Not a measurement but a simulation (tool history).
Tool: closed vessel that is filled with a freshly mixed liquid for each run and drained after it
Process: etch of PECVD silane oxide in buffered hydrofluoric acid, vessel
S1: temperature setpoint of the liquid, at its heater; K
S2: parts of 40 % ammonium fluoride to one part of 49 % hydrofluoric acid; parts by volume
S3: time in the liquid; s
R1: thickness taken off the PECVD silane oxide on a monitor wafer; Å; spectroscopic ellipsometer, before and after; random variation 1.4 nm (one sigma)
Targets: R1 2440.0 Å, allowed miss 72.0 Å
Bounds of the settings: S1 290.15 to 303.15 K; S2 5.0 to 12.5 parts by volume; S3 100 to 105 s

Run 1, hour 0.0: S1 295.15 K, S2 7.5 parts by volume, S3 100 s. Result: R1 1933.1 Å.
Run 2, hour 1.3: S1 295.15 K, S2 7.5 parts by volume, S3 100 s. Result: R1 1931.6 Å.
Run 3, hour 9.8: S1 295.15 K, S2 7.5 parts by volume, S3 105 s. Result: R1 2023.4 Å.
Run 4, hour 13.6: S1 295.15 K, S2 7.5 parts by volume, S3 100 s. Result: R1 1949.1 Å.
Run 5, hour 18.3: S1 295.65 K, S2 7.5 parts by volume, S3 100 s. Result: R1 2000.3 Å.
Run 6, hour 19.5: S1 296.15 K, S2 7.5 parts by volume, S3 100 s. Result: R1 2068.3 Å.
Run 7, hour 21.6: S1 296.65 K, S2 7.5 parts by volume, S3 100 s. Result: R1 2124.8 Å.
Run 8, hour 29.4: S1 297.15 K, S2 7.5 parts by volume, S3 100 s. Result: R1 2172.1 Å.
Run 9, hour 36.8: S1 297.65 K, S2 7.5 parts by volume, S3 100 s. Result: R1 2229.9 Å.
Run 10, hour 42.8: S1 298.15 K, S2 7.5 parts by volume, S3 100 s. Result: R1 2265.6 Å.

4 next moves are on the table. One of them brings every result within its allowed miss. Which?
Run A, hour 48.8: S1 298.15 K, S2 6.5 parts by volume, S3 100 s. Result: R1 ?.
Run B, hour 48.8: S1 295.65 K, S2 7.5 parts by volume, S3 105 s. Result: R1 ?.
Run C, hour 48.8: S1 298.15 K, S2 7.0 parts by volume, S3 105 s. Result: R1 ?.
Run D, hour 48.8: S1 297.15 K, S2 7.0 parts by volume, S3 105 s. Result: R1 ?.

move      R1
   A  2608.2
   B  2080.0
   C  2568.1
   D  2432.4
A: takes the result that was furthest off past its target
B: further off than the last run
C: takes the result that was furthest off past its target
D: meets every target
The right move is D.
